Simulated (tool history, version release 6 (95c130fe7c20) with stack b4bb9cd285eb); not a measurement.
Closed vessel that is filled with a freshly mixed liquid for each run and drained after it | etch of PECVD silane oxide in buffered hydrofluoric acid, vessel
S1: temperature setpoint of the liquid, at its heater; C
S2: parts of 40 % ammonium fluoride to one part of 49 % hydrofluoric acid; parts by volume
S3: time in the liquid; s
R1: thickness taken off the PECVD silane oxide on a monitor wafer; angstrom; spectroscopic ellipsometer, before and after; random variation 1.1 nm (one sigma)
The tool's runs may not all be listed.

run 1 hour=0 | S1=22 S2=12 S3=95 | R1=1722.8
run 2 hour=4.9 | S1=20.5 S2=12 S3=95 | R1=1576.3
run 3 hour=12.9 | S1=20.5 S2=9 S3=95 | R1=2003.5
run 4 hour=19.8 | S1=20.5 S2=7.5 S3=95 | R1=2422.6
run 5 hour=23.5 | S1=17 S2=7.5 S3=95 | R1=2020.2
run 6 hour=28.1 | S1=17 S2=9.5 S3=95 | R1=1613.6

What will run 7 give?
run 7 hour=33.6 | S1=17 S2=10 S3=95 | R1=?

R1: 1548 angstrom
